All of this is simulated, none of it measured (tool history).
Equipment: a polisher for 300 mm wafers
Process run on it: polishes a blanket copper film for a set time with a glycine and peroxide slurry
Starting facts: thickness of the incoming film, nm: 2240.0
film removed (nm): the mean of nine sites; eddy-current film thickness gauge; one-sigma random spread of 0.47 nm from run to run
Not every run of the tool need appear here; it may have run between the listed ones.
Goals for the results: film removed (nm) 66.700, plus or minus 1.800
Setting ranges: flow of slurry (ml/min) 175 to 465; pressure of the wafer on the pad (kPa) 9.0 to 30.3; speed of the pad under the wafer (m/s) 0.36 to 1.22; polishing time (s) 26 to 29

run,hour,flow of slurry (ml/min),pressure of the wafer on the pad (kPa),speed of the pad under the wafer (m/s),polishing time (s),film removed (nm)
1,0.0,295,19.3,0.78,29,120.480
2,2.4,295,15.9,0.72,29,97.905
3,9.8,295,15.9,0.72,26,87.150
4,16.5,295,15.9,0.72,26,88.457
5,20.2,295,13.8,0.72,26,80.852
6,28.4,295,12.4,0.72,26,74.442
7,29.6,285,9.7,0.72,26,63.067
8,35.5,300,9.7,0.72,26,63.269

Pick the move, out of 4, that brings all results within their allowed miss; only one does.
A,41.4,305,11.7,0.60,26,?
B,41.4,365,9.0,0.78,26,?
C,41.4,330,9.0,0.68,28,?
D,41.4,310,11.0,0.62,28,?

move,film removed (nm)
A,63.556
B,64.121
C,63.031
D,67.338
A: closes in on the targets versus the last run, not all within tolerance yet
B: closes in on the targets versus the last run, not all within tolerance yet
C: its largest miss is bigger than the last run's
D: all results land within tolerance of their targets
The move that meets every target is D.
